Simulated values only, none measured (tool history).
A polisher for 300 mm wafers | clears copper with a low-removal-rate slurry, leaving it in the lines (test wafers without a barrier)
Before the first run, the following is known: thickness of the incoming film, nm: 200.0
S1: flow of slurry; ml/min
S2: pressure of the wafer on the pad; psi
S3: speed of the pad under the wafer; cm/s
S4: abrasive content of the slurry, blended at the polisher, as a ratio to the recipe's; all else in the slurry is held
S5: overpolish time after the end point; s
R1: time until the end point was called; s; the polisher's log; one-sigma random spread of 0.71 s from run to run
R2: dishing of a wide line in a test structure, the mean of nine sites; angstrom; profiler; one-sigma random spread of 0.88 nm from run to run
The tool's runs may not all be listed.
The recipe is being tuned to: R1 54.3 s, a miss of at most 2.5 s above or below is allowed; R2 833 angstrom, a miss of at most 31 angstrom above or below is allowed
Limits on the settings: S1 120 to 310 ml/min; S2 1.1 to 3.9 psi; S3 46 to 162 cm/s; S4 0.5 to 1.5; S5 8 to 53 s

run    day   S1   S2   S3   S4  S5      R1      R2
  1      0  200  2.5  104    1  27  68.224  490.15
  2  0.117  200  2.5  104  0.9  27  70.112  498.56
  3   0.35  200  2.5  104  0.7  27  76.446  468.66
  4  0.575  230  2.5  104  0.7  27  74.965   468.5
  5  0.917  230  2.5  104  0.7  23  75.344  412.41
  6  1.046  230  2.5  128  0.7  23  60.732  474.54
  7  1.175  230  2.6  126  0.7  26  59.987  556.91
  8  1.488  205  3.1  120  0.7  35  53.863  758.38
  9  1.742  205  3.1  120  0.7  36  54.409  783.46
 10  1.783  205  3.1  120  0.7  37  53.986  780.52

Exactly one of the 4 candidate moves below puts every result within its allowed miss. Which one?
  A  1.825  195  3.3  118   0.6  40   ?   ?
  B  1.825  280  3.5   96  0.85  43   ?   ?
  C  1.825  185  3.5   92   0.8  44   ?   ?
  D  1.825  205  3.1  132   0.5  36   ?   ?

move      R1      R2
   A  54.264  824.77
   B  53.663  880.59
   C   60.03  826.89
   D  54.743  754.27
A: all results land within tolerance of their targets
B: the result that was furthest off in the last run now lies on the other side of its target
C: puts the biggest miss on target and leaves a different result outside tolerance
D: further off than the last run
Move A is the one to make.
